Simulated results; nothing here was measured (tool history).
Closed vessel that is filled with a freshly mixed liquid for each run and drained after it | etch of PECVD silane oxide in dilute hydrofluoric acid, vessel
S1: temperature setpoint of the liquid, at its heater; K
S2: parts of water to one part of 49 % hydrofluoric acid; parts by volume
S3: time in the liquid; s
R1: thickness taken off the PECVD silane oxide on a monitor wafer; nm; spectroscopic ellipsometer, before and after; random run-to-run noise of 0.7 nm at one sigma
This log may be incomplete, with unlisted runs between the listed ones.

Run 1, day 0.000: S1 296.15 K, S2 90 parts by volume, S3 195 s. Result: R1 31.248 nm.
Run 2, day 0.312: S1 294.65 K, S2 90 parts by volume, S3 195 s. Result: R1 29.576 nm.
Run 3, day 0.367: S1 291.15 K, S2 90 parts by volume, S3 195 s. Result: R1 25.606 nm.
Run 4, day 0.550: S1 291.15 K, S2 105 parts by volume, S3 195 s. Result: R1 21.695 nm.
Run 5, day 0.867: S1 293.15 K, S2 90 parts by volume, S3 195 s. Result: R1 27.480 nm.
Run 6, day 1.029: S1 293.15 K, S2 70 parts by volume, S3 195 s. Result: R1 36.173 nm.
Run 7, day 1.088: S1 294.65 K, S2 65 parts by volume, S3 195 s. Result: R1 42.616 nm.
Run 8, day 1.321: S1 296.15 K, S2 60 parts by volume, S3 195 s. Result: R1 48.467 nm.

Run 9, settings as shown, results not yet in. Your forecast:
Run 9, day 1.467: S1 297.65 K, S2 60 parts by volume, S3 195 s. Result: R1 ?.

{"run 9": {"R1": 51.594}}
